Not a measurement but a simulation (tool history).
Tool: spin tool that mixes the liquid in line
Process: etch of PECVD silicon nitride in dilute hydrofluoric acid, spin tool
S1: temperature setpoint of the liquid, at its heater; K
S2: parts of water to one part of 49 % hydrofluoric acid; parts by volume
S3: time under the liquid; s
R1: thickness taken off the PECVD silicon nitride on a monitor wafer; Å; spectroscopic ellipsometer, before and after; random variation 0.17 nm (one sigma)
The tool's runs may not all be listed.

run	day	S1	S2	S3	R1
1	0.000	294.15	185	325	74.477
2	0.088	296.65	165	325	98.787
3	0.192	293.65	165	325	81.019
4	0.408	293.65	205	325	65.316
5	0.638	293.65	155	325	85.106
6	0.846	293.65	95	325	137.970

Run 7 comes next. What will it give?
# day 1.083: thermometer replaced
7	1.083	295.15	95	325	?

Run 7 gave R1 142.030 Å.
